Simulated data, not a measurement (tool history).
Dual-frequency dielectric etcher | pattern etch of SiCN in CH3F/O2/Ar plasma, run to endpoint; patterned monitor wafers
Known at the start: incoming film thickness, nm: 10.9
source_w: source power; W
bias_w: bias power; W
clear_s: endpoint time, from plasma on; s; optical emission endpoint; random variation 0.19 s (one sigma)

{"run": 1, "hour": 0.0, "source_w": 460, "bias_w": 90, "clear_s": 26.302}
{"run": 2, "hour": 3.3, "source_w": 460, "bias_w": 79, "clear_s": 27.756}
{"run": 3, "hour": 5.5, "source_w": 460, "bias_w": 68, "clear_s": 29.114}
{"run": 4, "hour": 12.0, "source_w": 490, "bias_w": 68, "clear_s": 28.647}
{"run": 5, "hour": 13.7, "source_w": 430, "bias_w": 68, "clear_s": 29.866}
{"run": 6, "hour": 20.2, "source_w": 350, "bias_w": 68, "clear_s": 31.966}
{"run": 7, "hour": 21.6, "source_w": 410, "bias_w": 74, "clear_s": 28.879}

Run 8 comes next. What will it give?
{"run": 8, "hour": 24.4, "source_w": 450, "bias_w": 80, "clear_s": "?"}

{"run 8": {"clear_s": 27.665}}

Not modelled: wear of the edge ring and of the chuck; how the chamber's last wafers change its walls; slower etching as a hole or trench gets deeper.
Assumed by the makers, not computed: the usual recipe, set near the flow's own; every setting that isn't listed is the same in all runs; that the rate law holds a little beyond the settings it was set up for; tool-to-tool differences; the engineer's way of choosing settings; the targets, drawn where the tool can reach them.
